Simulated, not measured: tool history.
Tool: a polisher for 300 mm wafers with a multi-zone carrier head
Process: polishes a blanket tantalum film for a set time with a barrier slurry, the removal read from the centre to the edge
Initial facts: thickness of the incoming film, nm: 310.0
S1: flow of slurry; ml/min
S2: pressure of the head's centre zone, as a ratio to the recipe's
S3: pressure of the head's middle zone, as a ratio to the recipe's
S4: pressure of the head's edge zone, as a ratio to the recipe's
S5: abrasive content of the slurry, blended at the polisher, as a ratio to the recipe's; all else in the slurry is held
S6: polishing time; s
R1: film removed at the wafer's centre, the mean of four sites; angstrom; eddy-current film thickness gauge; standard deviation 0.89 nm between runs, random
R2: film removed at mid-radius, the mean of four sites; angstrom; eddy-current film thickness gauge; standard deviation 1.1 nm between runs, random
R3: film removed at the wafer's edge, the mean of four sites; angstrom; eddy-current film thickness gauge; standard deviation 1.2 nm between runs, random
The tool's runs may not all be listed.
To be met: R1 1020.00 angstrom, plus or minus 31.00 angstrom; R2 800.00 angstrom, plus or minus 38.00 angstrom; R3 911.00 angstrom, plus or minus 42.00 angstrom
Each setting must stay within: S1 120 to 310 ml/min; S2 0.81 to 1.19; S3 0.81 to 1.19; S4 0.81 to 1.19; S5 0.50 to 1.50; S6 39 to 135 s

run,hour,S1,S2,S3,S4,S5,S6,R1,R2,R3
1,0.0,200,1.00,1.00,1.00,1.00,87,836.39,832.21,859.48
2,2.2,210,1.03,0.98,1.01,1.00,87,853.79,821.14,826.52
3,3.6,210,1.03,0.98,0.94,1.00,87,884.73,802.49,815.37
4,10.7,210,1.03,0.95,0.94,1.00,87,870.02,804.13,827.34
5,19.4,200,1.05,0.92,0.94,1.05,87,880.68,782.59,835.85
6,24.1,200,1.05,0.92,0.94,0.90,87,848.29,741.52,793.55
7,30.5,200,1.07,0.90,0.95,0.95,88,890.86,740.46,844.34
8,33.6,255,1.15,0.94,0.98,1.00,88,1006.60,817.66,839.17

Of the 5 settings listed for the next run, only one would bring every result within its allowed miss of target. Which one?
A,36.7,250,1.07,0.97,0.98,0.80,96,?,?,?
B,36.7,300,1.06,0.87,1.09,1.00,88,?,?,?
C,36.7,270,1.12,0.92,0.96,0.95,87,?,?,?
D,36.7,255,1.11,0.94,0.96,1.30,89,?,?,?
E,36.7,260,1.15,0.90,1.06,0.95,91,?,?,?

move,R1,R2,R3
A,949.20,861.56,894.58
B,939.02,784.62,931.03
C,956.10,792.21,851.30
D,1041.30,886.96,937.37
E,1022.00,809.89,926.36
A: brings the last run's worst result on target, with another outside its allowed miss
B: brings the last run's worst result on target, with another outside its allowed miss
C: moves away from the targets compared with the last run
D: brings the last run's worst result on target, with another outside its allowed miss
E: every result within its allowed miss
Answer: E

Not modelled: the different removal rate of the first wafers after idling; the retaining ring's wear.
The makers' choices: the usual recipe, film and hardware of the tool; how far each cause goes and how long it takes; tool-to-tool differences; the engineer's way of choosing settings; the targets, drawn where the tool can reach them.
